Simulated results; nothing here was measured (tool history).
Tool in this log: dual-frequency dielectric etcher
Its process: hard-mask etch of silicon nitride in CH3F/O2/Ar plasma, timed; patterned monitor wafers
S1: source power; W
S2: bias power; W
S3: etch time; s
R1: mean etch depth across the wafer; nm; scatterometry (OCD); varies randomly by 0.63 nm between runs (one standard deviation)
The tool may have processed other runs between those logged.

run 1 hour=0.0 | S1=390 S2=100 S3=286 | R1=249.06
run 2 hour=1.3 | S1=440 S2=100 S3=286 | R1=261.24
run 3 hour=9.8 | S1=410 S2=99 S3=286 | R1=251.79
run 4 hour=10.9 | S1=410 S2=99 S3=286 | R1=252.71
run 5 hour=12.0 | S1=410 S2=108 S3=286 | R1=262.06
run 6 hour=16.2 | S1=470 S2=108 S3=286 | R1=276.96

Estimate the outcome of run 7 from the log above:
run 7 hour=17.6 | S1=430 S2=106 S3=286 | R1=?

R1: 264.71 nm

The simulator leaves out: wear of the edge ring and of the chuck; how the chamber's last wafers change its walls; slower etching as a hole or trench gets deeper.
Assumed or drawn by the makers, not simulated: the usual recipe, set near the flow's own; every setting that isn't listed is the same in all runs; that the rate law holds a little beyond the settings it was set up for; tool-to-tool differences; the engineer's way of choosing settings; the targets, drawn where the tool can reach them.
